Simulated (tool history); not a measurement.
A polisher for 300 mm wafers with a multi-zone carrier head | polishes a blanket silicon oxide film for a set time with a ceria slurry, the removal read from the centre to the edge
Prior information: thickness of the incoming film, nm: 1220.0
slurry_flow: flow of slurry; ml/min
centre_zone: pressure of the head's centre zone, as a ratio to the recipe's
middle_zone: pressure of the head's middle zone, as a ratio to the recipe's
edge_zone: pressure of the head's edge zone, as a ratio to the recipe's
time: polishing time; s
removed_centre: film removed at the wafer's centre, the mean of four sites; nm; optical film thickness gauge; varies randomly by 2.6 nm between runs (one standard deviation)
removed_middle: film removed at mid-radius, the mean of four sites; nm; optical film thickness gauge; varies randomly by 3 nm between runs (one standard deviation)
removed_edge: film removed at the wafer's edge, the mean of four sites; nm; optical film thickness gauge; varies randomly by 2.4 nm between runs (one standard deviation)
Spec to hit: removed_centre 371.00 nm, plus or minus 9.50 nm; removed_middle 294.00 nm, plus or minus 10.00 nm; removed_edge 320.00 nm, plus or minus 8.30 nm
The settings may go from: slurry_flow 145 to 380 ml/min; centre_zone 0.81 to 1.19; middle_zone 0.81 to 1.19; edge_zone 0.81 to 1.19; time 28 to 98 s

| run | hour | slurry_flow | centre_zone | middle_zone | edge_zone | time | removed_centre | removed_middle | removed_edge |
|---|---|---|---|---|---|---|---|---|---|
| 1 | 0.0 | 245 | 1.00 | 1.00 | 1.00 | 63 | 222.94 | 220.65 | 228.86 |
| 2 | 1.4 | 245 | 1.05 | 1.00 | 1.00 | 63 | 237.28 | 223.31 | 228.97 |
| 3 | 2.1 | 255 | 1.07 | 1.00 | 1.02 | 65 | 251.06 | 230.86 | 240.28 |
| 4 | 2.7 | 285 | 1.07 | 1.00 | 1.02 | 65 | 251.91 | 236.36 | 242.45 |
| 5 | 4.6 | 230 | 1.07 | 1.00 | 1.02 | 65 | 247.78 | 229.90 | 243.01 |
| 6 | 6.3 | 240 | 1.09 | 0.99 | 1.02 | 67 | 263.12 | 234.95 | 245.85 |
| 7 | 10.2 | 240 | 1.10 | 0.99 | 1.03 | 69 | 273.67 | 245.92 | 254.05 |
| 8 | 16.2 | 240 | 1.11 | 0.98 | 1.04 | 71 | 284.33 | 243.25 | 264.99 |
| 9 | 17.5 | 245 | 1.12 | 0.98 | 1.04 | 72 | 293.25 | 252.95 | 267.58 |
| 10 | 26.3 | 250 | 1.13 | 0.98 | 1.05 | 73 | 300.92 | 249.67 | 276.09 |
| 11 | 30.4 | 320 | 1.19 | 1.07 | 1.05 | 81 | 359.46 | 314.70 | 308.16 |
| 12 | 34.2 | 310 | 1.19 | 0.97 | 1.07 | 82 | 361.53 | 285.83 | 313.26 |

Below are 5 possible settings for the next run. Only one of them brings all results inside the allowed miss of their targets. Which is it?
| A | 38.0 | 320 | 1.11 | 0.98 | 1.09 | 82 | ? | ? | ? |
| B | 38.0 | 350 | 1.14 | 1.05 | 1.07 | 80 | ? | ? | ? |
| C | 38.0 | 300 | 1.18 | 1.05 | 1.04 | 80 | ? | ? | ? |
| D | 38.0 | 345 | 1.17 | 0.93 | 1.01 | 86 | ? | ? | ? |
| E | 38.0 | 360 | 1.14 | 0.95 | 1.01 | 80 | ? | ? | ? |

| move | removed_centre | removed_middle | removed_edge |
|---|---|---|---|
| A | 339.17 | 290.92 | 320.55 |
| B | 342.63 | 302.89 | 311.16 |
| C | 350.09 | 299.26 | 304.04 |
| D | 377.33 | 293.63 | 325.39 |
| E | 343.17 | 278.95 | 303.33 |
A: its largest miss is bigger than the last run's
B: its largest miss is bigger than the last run's
C: its largest miss is bigger than the last run's
D: each result inside its tolerance
E: its largest miss is bigger than the last run's
Go with D: it meets all targets.
